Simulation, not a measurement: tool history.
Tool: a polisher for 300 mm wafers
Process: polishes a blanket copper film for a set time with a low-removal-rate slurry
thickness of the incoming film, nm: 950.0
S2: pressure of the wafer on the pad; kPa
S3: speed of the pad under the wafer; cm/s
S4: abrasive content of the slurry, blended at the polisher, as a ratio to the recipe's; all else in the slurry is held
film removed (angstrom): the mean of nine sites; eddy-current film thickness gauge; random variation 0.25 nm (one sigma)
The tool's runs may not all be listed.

run 1 hour=0.0 | flow_of_slurry_(ml/min)=230 S2=13.8 S3=98 S4=1.00 polishing_time_(s)=26 | film_removed_(angstrom)=454.91
run 2 hour=7.4 | flow_of_slurry_(ml/min)=225 S2=13.1 S3=98 S4=1.00 polishing_time_(s)=26 | film_removed_(angstrom)=434.97
run 3 hour=14.0 | flow_of_slurry_(ml/min)=225 S2=13.1 S3=98 S4=0.85 polishing_time_(s)=26 | film_removed_(angstrom)=418.93
run 4 hour=21.7 | flow_of_slurry_(ml/min)=175 S2=13.1 S3=98 S4=0.85 polishing_time_(s)=26 | film_removed_(angstrom)=405.68
run 5 hour=28.1 | flow_of_slurry_(ml/min)=175 S2=13.1 S3=98 S4=0.95 polishing_time_(s)=26 | film_removed_(angstrom)=415.84
run 6 hour=34.7 | flow_of_slurry_(ml/min)=170 S2=12.4 S3=98 S4=0.95 polishing_time_(s)=26 | film_removed_(angstrom)=391.55
run 7 hour=35.8 | flow_of_slurry_(ml/min)=165 S2=12.4 S3=98 S4=0.95 polishing_time_(s)=26 | film_removed_(angstrom)=389.94

The next listed run, before its measurement:
run 8 hour=39.2 | flow_of_slurry_(ml/min)=160 S2=12.4 S3=98 S4=0.95 polishing_time_(s)=26 | film_removed_(angstrom)=?

{"run 8": {"film removed (angstrom)": 383.9}}
